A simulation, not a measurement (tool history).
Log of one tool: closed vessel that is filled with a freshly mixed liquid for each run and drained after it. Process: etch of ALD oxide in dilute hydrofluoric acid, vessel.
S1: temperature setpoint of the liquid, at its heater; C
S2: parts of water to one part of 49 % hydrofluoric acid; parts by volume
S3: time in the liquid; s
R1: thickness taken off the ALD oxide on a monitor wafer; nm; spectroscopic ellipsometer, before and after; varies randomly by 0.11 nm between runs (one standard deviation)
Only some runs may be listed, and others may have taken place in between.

Run 1, day 0: S1 23 C, S2 115 parts by volume, S3 135 s. Result: R1 15.627 nm.
Run 2, day 0.196: S1 23 C, S2 115 parts by volume, S3 135 s. Result: R1 15.591 nm.
Run 3, day 0.567: S1 26 C, S2 115 parts by volume, S3 135 s. Result: R1 17.658 nm.
Run 4, day 0.95: S1 26 C, S2 115 parts by volume, S3 135 s. Result: R1 17.646 nm.
Run 5, day 1.104: S1 26 C, S2 155 parts by volume, S3 135 s. Result: R1 12.385 nm.
Run 6, day 1.233: S1 26 C, S2 190 parts by volume, S3 135 s. Result: R1 9.7414 nm.
Run 7, day 1.317: S1 27 C, S2 175 parts by volume, S3 135 s. Result: R1 11.144 nm.
Run 8, day 1.546: S1 28 C, S2 165 parts by volume, S3 135 s. Result: R1 12.5 nm.
Run 9, day 1.788: S1 28.5 C, S2 155 parts by volume, S3 135 s. Result: R1 13.593 nm.

What does the tool deliver on the next run?
Run 10, day 2.133: S1 29 C, S2 150 parts by volume, S3 135 s. Result: R1 ?.

R1: 14.432 nm
